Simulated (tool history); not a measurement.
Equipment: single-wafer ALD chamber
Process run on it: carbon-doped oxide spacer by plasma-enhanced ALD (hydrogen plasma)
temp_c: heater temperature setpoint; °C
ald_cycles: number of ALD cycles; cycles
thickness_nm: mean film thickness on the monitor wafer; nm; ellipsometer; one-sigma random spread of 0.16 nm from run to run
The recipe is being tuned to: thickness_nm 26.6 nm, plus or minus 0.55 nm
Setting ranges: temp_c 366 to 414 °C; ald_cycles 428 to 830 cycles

{"run": 1, "hour": 0.0, "temp_c": 390, "ald_cycles": 629, "thickness_nm": 31.701}
{"run": 2, "hour": 10.0, "temp_c": 390, "ald_cycles": 598, "thickness_nm": 30.084}
{"run": 3, "hour": 16.1, "temp_c": 390, "ald_cycles": 567, "thickness_nm": 28.691}
{"run": 4, "hour": 20.7, "temp_c": 390, "ald_cycles": 554, "thickness_nm": 27.812}
{"run": 5, "hour": 26.5, "temp_c": 390, "ald_cycles": 484, "thickness_nm": 24.204}
{"run": 6, "hour": 30.1, "temp_c": 390, "ald_cycles": 573, "thickness_nm": 29.032}
{"run": 7, "hour": 34.4, "temp_c": 390, "ald_cycles": 560, "thickness_nm": 28.623}
{"run": 8, "hour": 39.4, "temp_c": 390, "ald_cycles": 549, "thickness_nm": 27.741}
{"run": 9, "hour": 45.9, "temp_c": 390, "ald_cycles": 543, "thickness_nm": 27.598}

Of the 4 settings listed for the next run, only one would bring every result within its allowed miss of target. Which one?
{"run": "A", "hour": 52.4, "temp_c": 384, "ald_cycles": 493, "thickness_nm": "?"}
{"run": "B", "hour": 52.4, "temp_c": 388, "ald_cycles": 509, "thickness_nm": "?"}
{"run": "C", "hour": 52.4, "temp_c": 389, "ald_cycles": 531, "thickness_nm": "?"}
{"run": "D", "hour": 52.4, "temp_c": 395, "ald_cycles": 502, "thickness_nm": "?"}

move=A thickness_nm=24.893
move=B thickness_nm=25.7
move=C thickness_nm=26.811
move=D thickness_nm=25.347
A: carries the result that was furthest off beyond its target, to the other side
B: carries the result that was furthest off beyond its target, to the other side
C: in spec on every target
D: carries the result that was furthest off beyond its target, to the other side
Answer: C
